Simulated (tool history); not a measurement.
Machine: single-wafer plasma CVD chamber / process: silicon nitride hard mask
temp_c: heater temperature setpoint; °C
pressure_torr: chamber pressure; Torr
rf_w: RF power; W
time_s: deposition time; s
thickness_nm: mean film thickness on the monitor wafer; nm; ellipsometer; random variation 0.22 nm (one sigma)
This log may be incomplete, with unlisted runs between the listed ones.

run	hour	temp_c	pressure_torr	rf_w	time_s	thickness_nm
1	0.0	395	1.76	395	25.2	33.065
2	4.6	395	1.76	445	25.2	35.452
3	12.9	395	1.93	455	25.2	37.362
4	19.0	395	2.02	460	25.2	38.354
5	21.3	395	2.07	460	25.2	38.765
6	30.1	395	2.07	435	25.2	37.543
7	37.0	395	2.15	435	25.2	37.975
# hour 39.1: thermocouple changed; heater temperature recalibrated
8	39.1	395	2.22	435	25.2	37.797

Run 9 is up next; what results do you expect?
9	47.2	395	2.28	440	25.2	?

{"run 9": {"thickness_nm": 38.626}}
